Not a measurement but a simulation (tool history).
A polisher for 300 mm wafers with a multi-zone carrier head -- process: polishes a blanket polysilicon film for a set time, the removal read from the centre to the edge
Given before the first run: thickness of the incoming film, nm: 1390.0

run,hour,flow of slurry (ml/min),pressure of the head's centre zone,pressure of the head's middle zone,pressure of the head's edge zone,polishing time (s),film removed at the wafer's centre (Å),film removed at mid-radius (Å),film removed at the wafer's edge (Å)
1,0.0,170,1.00,1.00,1.00,43,4925.1,4909.6,4699.8
2,8.5,170,1.00,1.08,1.00,43,4919.0,5177.8,4661.6
3,11.8,160,0.99,1.07,0.95,41,4607.2,4882.1,4341.5
4,15.3,160,0.95,1.07,0.95,41,4573.7,4925.3,4313.1
5,22.9,160,0.95,1.07,0.95,47,5117.9,5576.1,4941.7
6,29.6,155,0.95,1.06,0.92,44,4836.4,5197.9,4516.8

Expected results for the next run?
7,34.5,145,0.93,1.04,0.90,42,?,?,?

{"run 7": {"film removed at the wafer's centre (Å)": 4447.0, "film removed at mid-radius (Å)": 4839.3, "film removed at the wafer's edge (Å)": 4320.5}}

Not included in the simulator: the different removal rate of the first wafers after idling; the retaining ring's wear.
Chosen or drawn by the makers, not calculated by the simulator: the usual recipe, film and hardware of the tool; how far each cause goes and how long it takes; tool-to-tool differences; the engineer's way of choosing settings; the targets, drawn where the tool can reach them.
